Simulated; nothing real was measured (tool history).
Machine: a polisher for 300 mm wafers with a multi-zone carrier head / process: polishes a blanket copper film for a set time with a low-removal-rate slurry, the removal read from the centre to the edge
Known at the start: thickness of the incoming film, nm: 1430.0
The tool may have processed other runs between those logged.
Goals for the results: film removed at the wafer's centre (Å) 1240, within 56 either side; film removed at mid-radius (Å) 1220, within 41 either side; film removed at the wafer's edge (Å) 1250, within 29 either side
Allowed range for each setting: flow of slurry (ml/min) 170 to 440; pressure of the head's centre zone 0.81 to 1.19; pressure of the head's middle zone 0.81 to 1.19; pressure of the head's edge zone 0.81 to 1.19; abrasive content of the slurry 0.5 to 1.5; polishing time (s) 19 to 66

| run | day | flow of slurry (ml/min) | pressure of the head's centre zone | pressure of the head's middle zone | pressure of the head's edge zone | abrasive content of the slurry | polishing time (s) | film removed at the wafer's centre (Å) | film removed at mid-radius (Å) | film removed at the wafer's edge (Å) |
|---|---|---|---|---|---|---|---|---|---|---|
| 1 | 0 | 280 | 1 | 1 | 1 | 1 | 42 | 1711.9 | 1675.2 | 1727.5 |
| 2 | 0.238 | 320 | 1 | 1 | 1 | 1 | 42 | 1773.4 | 1697.9 | 1755.1 |
| 3 | 0.483 | 320 | 1 | 1 | 1.05 | 1 | 42 | 1776.7 | 1677 | 1774.8 |
| 4 | 0.758 | 320 | 1 | 1 | 1.01 | 1 | 42 | 1763.9 | 1697.3 | 1744.3 |
| 5 | 0.783 | 320 | 1 | 1 | 1.04 | 1 | 42 | 1762.6 | 1668 | 1770 |
| 6 | 0.946 | 320 | 1 | 1 | 1.04 | 1 | 47 | 1931.8 | 1881.2 | 1984.8 |
| 7 | 1.288 | 315 | 0.98 | 0.99 | 1.01 | 0.85 | 43 | 1691 | 1650.4 | 1730 |
| 8 | 1.533 | 315 | 0.97 | 0.98 | 0.98 | 0.75 | 41 | 1504.5 | 1470.1 | 1540.8 |
| 9 | 1.708 | 315 | 0.96 | 0.97 | 0.95 | 0.7 | 40 | 1455.6 | 1411.2 | 1468.4 |
| 10 | 2.042 | 310 | 0.95 | 0.96 | 0.92 | 0.65 | 40 | 1366.1 | 1350.8 | 1403.3 |
| 11 | 2.1 | 305 | 0.95 | 0.95 | 0.89 | 0.6 | 40 | 1359.1 | 1317.3 | 1343 |
| 12 | 2.175 | 290 | 0.94 | 0.94 | 0.87 | 0.6 | 40 | 1323.1 | 1316.2 | 1323.1 |
| 13 | 2.342 | 285 | 0.93 | 0.92 | 0.86 | 0.6 | 40 | 1311.8 | 1260.5 | 1309.4 |
| 14 | 2.712 | 275 | 0.92 | 0.92 | 0.85 | 0.6 | 40 | 1317.1 | 1266.3 | 1301.7 |
| 15 | 2.954 | 275 | 0.91 | 0.92 | 0.84 | 0.6 | 40 | 1295.8 | 1256.1 | 1307.1 |
| 16 | 3.208 | 275 | 0.91 | 0.92 | 0.83 | 0.6 | 40 | 1312.3 | 1265.9 | 1295 |

Next run, 5 choices. One meets every target within its allowed miss, the rest don't. Which?
| A | 3.462 | 285 | 0.84 | 0.95 | 0.81 | 0.7 | 39 | ? | ? | ? |
| B | 3.462 | 270 | 0.89 | 0.93 | 0.81 | 0.6 | 42 | ? | ? | ? |
| C | 3.462 | 310 | 0.95 | 0.95 | 0.83 | 0.9 | 36 | ? | ? | ? |
| D | 3.462 | 240 | 0.89 | 0.83 | 0.89 | 0.65 | 40 | ? | ? | ? |
| E | 3.462 | 235 | 0.92 | 0.94 | 0.85 | 0.5 | 41 | ? | ? | ? |

| move | film removed at the wafer's centre (Å) | film removed at mid-radius (Å) | film removed at the wafer's edge (Å) |
|---|---|---|---|
| A | 1253.3 | 1332.5 | 1317.4 |
| B | 1344.5 | 1333.4 | 1344.5 |
| C | 1408.6 | 1337.2 | 1334.1 |
| D | 1291.3 | 1168.3 | 1356.7 |
| E | 1245 | 1210.8 | 1241.6 |
A: lands further from the targets than the last run did
B: lands further from the targets than the last run did
C: lands further from the targets than the last run did
D: lands further from the targets than the last run did
E: all results land within tolerance of their targets
E meets every target.
